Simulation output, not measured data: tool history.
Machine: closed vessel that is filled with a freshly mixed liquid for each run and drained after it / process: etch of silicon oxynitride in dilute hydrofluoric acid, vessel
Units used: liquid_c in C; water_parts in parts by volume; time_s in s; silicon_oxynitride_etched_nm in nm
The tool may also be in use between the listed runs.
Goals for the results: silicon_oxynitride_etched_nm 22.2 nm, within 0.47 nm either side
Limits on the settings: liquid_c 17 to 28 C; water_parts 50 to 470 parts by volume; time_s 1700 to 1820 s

run 1 day=0 | liquid_c=20 water_parts=260 time_s=1700 | silicon_oxynitride_etched_nm=11.032
run 2 day=0.188 | liquid_c=22 water_parts=240 time_s=1700 | silicon_oxynitride_etched_nm=13.213
run 3 day=0.396 | liquid_c=23.5 water_parts=225 time_s=1700 | silicon_oxynitride_etched_nm=15.373
run 4 day=0.55 | liquid_c=23.5 water_parts=225 time_s=1700 | silicon_oxynitride_etched_nm=15.416
run 5 day=0.792 | liquid_c=25.5 water_parts=225 time_s=1700 | silicon_oxynitride_etched_nm=16.905
-- day=1.092 thermometer replaced
run 6 day=1.092 | liquid_c=25.5 water_parts=280 time_s=1700 | silicon_oxynitride_etched_nm=13.879
run 7 day=1.308 | liquid_c=26 water_parts=255 time_s=1700 | silicon_oxynitride_etched_nm=15.783
run 8 day=1.592 | liquid_c=26.5 water_parts=240 time_s=1700 | silicon_oxynitride_etched_nm=17.417
run 9 day=1.717 | liquid_c=28 water_parts=195 time_s=1700 | silicon_oxynitride_etched_nm=23.346
run 10 day=1.912 | liquid_c=27.5 water_parts=195 time_s=1700 | silicon_oxynitride_etched_nm=23.123

4 candidate next runs follow, results not yet known. Just one meets every target within its allowed miss. Identify it.
run A day=2.108 | liquid_c=28 water_parts=200 time_s=1820 | silicon_oxynitride_etched_nm=?
run B day=2.108 | liquid_c=28 water_parts=210 time_s=1820 | silicon_oxynitride_etched_nm=?
run C day=2.108 | liquid_c=28 water_parts=195 time_s=1740 | silicon_oxynitride_etched_nm=?
run D day=2.108 | liquid_c=28 water_parts=215 time_s=1800 | silicon_oxynitride_etched_nm=?

move=A silicon_oxynitride_etched_nm=24.663
move=B silicon_oxynitride_etched_nm=23.292
move=C silicon_oxynitride_etched_nm=24.287
move=D silicon_oxynitride_etched_nm=22.406
A: lands further from the targets than the last run did
B: lands further from the targets than the last run did
C: lands further from the targets than the last run did
D: each result inside its tolerance
D is the move that brings every result within its allowed miss.
